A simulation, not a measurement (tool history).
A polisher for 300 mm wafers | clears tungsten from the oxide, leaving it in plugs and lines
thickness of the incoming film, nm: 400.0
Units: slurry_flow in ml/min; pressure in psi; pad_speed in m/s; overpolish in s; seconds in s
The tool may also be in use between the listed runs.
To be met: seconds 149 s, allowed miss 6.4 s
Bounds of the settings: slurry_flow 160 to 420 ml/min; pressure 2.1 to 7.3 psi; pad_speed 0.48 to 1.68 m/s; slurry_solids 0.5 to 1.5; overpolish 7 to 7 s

| run | hour | slurry_flow | pressure | pad_speed | slurry_solids | overpolish | seconds |
|---|---|---|---|---|---|---|---|
| 1 | 0 | 270 | 4.7 | 1.08 | 1 | 7 | 66.348 |
| 2 | 2 | 270 | 4.7 | 1.08 | 1 | 7 | 65.246 |
| 3 | 9.9 | 270 | 4.7 | 0.8 | 1 | 7 | 88.418 |
| 4 | 14.6 | 270 | 5.1 | 0.8 | 1 | 7 | 82.847 |
| 5 | 18.3 | 270 | 4.5 | 0.78 | 1 | 7 | 96.518 |
| 6 | 21.2 | 270 | 4.1 | 0.78 | 1 | 7 | 106.62 |
| 7 | 24.1 | 270 | 4.1 | 0.78 | 1 | 7 | 104.18 |
| 8 | 25.3 | 270 | 3.8 | 0.78 | 1 | 7 | 115.65 |
| 9 | 27.2 | 270 | 3.6 | 0.78 | 1 | 7 | 119.43 |
| 10 | 29.5 | 270 | 3.4 | 0.78 | 1 | 7 | 125.81 |
| 11 | 36.9 | 270 | 3.3 | 0.78 | 1 | 7 | 131.3 |
| 12 | 44 | 270 | 3.2 | 0.78 | 1 | 7 | 133.34 |

Which of these 5 next moves meets every target?
| A | 51.1 | 295 | 3.3 | 0.64 | 1.15 | 7 | ? |
| B | 51.1 | 270 | 3.2 | 0.84 | 1 | 7 | ? |
| C | 51.1 | 270 | 3.6 | 0.88 | 0.95 | 7 | ? |
| D | 51.1 | 225 | 3.1 | 0.96 | 1.05 | 7 | ? |
| E | 51.1 | 275 | 3.2 | 0.82 | 0.95 | 7 | ? |

| move | seconds |
|---|---|
| A | 147.7 |
| B | 122.69 |
| C | 106.17 |
| D | 112.29 |
| E | 126.97 |
A: meets every target
B: further off than the last run
C: further off than the last run
D: further off than the last run
E: further off than the last run
The right move is A.
